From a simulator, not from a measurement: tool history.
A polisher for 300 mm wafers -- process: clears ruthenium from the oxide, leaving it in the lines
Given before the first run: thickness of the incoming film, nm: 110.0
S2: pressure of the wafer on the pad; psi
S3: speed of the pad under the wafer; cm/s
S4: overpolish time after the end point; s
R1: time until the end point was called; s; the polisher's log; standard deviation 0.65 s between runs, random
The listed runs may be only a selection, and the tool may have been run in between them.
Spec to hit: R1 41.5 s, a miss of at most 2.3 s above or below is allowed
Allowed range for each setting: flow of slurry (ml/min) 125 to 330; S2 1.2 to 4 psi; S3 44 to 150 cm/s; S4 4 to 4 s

{"run": 1, "hour": 0.0, "flow of slurry (ml/min)": 210, "S2": 2.6, "S3": 96, "S4": 4, "R1": 78.425}
{"run": 2, "hour": 3.7, "flow of slurry (ml/min)": 210, "S2": 2.8, "S3": 96, "S4": 4, "R1": 71.623}
{"run": 3, "hour": 12.5, "flow of slurry (ml/min)": 250, "S2": 2.8, "S3": 96, "S4": 4, "R1": 68.84}
{"run": 4, "hour": 14.9, "flow of slurry (ml/min)": 250, "S2": 2.4, "S3": 96, "S4": 4, "R1": 83.025}
{"run": 5, "hour": 15.9, "flow of slurry (ml/min)": 250, "S2": 2.8, "S3": 98, "S4": 4, "R1": 68.977}
{"run": 6, "hour": 18.6, "flow of slurry (ml/min)": 250, "S2": 2.8, "S3": 114, "S4": 4, "R1": 60.83}
{"run": 7, "hour": 22.2, "flow of slurry (ml/min)": 250, "S2": 3, "S3": 116, "S4": 4, "R1": 55.328}
{"run": 8, "hour": 30.0, "flow of slurry (ml/min)": 250, "S2": 3.2, "S3": 116, "S4": 4, "R1": 51.958}
{"run": 9, "hour": 37.8, "flow of slurry (ml/min)": 250, "S2": 3.4, "S3": 116, "S4": 4, "R1": 50.251}

Exercise: of the 4 proposed moves below, exactly one satisfies all targets within the stated allowed misses. Which move is it?
{"run": "A", "hour": 45.6, "flow of slurry (ml/min)": 250, "S2": 3.8, "S3": 124, "S4": 4, "R1": "?"}
{"run": "B", "hour": 45.6, "flow of slurry (ml/min)": 235, "S2": 3.7, "S3": 142, "S4": 4, "R1": "?"}
{"run": "C", "hour": 45.6, "flow of slurry (ml/min)": 260, "S2": 4, "S3": 132, "S4": 4, "R1": "?"}
{"run": "D", "hour": 45.6, "flow of slurry (ml/min)": 295, "S2": 3.9, "S3": 142, "S4": 4, "R1": "?"}

move=A R1=40.679
move=B R1=37.238
move=C R1=36.418
move=D R1=34.504
A: every result lands within tolerance
B: takes the result that was furthest off past its target
C: takes the result that was furthest off past its target
D: takes the result that was furthest off past its target
A meets every target.
